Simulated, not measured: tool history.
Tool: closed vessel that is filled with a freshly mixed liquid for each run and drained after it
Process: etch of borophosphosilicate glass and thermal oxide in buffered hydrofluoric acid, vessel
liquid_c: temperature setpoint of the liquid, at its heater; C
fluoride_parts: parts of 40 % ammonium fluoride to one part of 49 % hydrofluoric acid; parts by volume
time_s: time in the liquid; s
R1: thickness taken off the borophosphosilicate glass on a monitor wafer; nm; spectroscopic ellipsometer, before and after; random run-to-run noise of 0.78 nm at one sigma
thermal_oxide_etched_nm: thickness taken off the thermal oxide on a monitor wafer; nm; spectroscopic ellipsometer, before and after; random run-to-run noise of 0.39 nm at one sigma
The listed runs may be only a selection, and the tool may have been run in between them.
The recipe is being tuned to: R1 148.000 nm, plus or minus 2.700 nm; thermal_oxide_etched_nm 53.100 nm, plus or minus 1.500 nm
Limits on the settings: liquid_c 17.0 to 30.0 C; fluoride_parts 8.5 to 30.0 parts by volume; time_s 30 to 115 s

run 1 day=0.000 | liquid_c=22.0 fluoride_parts=23.0 time_s=60 | R1=73.645 thermal_oxide_etched_nm=26.555
run 2 day=0.258 | liquid_c=22.0 fluoride_parts=23.0 time_s=85 | R1=104.730 thermal_oxide_etched_nm=37.786
run 3 day=0.554 | liquid_c=22.0 fluoride_parts=23.0 time_s=70 | R1=85.838 thermal_oxide_etched_nm=31.194
run 4 day=0.754 | liquid_c=19.0 fluoride_parts=23.0 time_s=70 | R1=72.418 thermal_oxide_etched_nm=26.326
run 5 day=0.842 | liquid_c=19.0 fluoride_parts=23.0 time_s=80 | R1=83.854 thermal_oxide_etched_nm=30.211
run 6 day=1.033 | liquid_c=19.0 fluoride_parts=23.0 time_s=100 | R1=105.170 thermal_oxide_etched_nm=38.175
run 7 day=1.254 | liquid_c=20.0 fluoride_parts=23.0 time_s=100 | R1=110.460 thermal_oxide_etched_nm=40.058
run 8 day=1.442 | liquid_c=21.0 fluoride_parts=23.0 time_s=100 | R1=116.880 thermal_oxide_etched_nm=42.698
run 9 day=1.612 | liquid_c=21.5 fluoride_parts=23.0 time_s=100 | R1=118.970 thermal_oxide_etched_nm=43.275
run 10 day=1.662 | liquid_c=22.0 fluoride_parts=23.0 time_s=100 | R1=123.740 thermal_oxide_etched_nm=44.260
run 11 day=1.771 | liquid_c=22.5 fluoride_parts=23.0 time_s=100 | R1=127.740 thermal_oxide_etched_nm=45.066
run 12 day=1.896 | liquid_c=23.0 fluoride_parts=22.5 time_s=100 | R1=133.350 thermal_oxide_etched_nm=48.379

Next run, 4 choices. One meets every target within its allowed miss, the rest don't. Which?
run A day=2.021 | liquid_c=26.0 fluoride_parts=30.0 time_s=115 | R1=? thermal_oxide_etched_nm=?
run B day=2.021 | liquid_c=22.0 fluoride_parts=25.0 time_s=100 | R1=? thermal_oxide_etched_nm=?
run C day=2.021 | liquid_c=22.0 fluoride_parts=21.0 time_s=95 | R1=? thermal_oxide_etched_nm=?
run D day=2.021 | liquid_c=22.0 fluoride_parts=19.5 time_s=85 | R1=? thermal_oxide_etched_nm=?

move=A R1=147.250 thermal_oxide_etched_nm=53.852
move=B R1=116.790 thermal_oxide_etched_nm=42.608
move=C R1=125.190 thermal_oxide_etched_nm=45.648
move=D R1=118.800 thermal_oxide_etched_nm=43.308
A: every result lands within tolerance
B: misses by more than the last run did
C: misses by more than the last run did
D: misses by more than the last run did
Move A is the one to make.
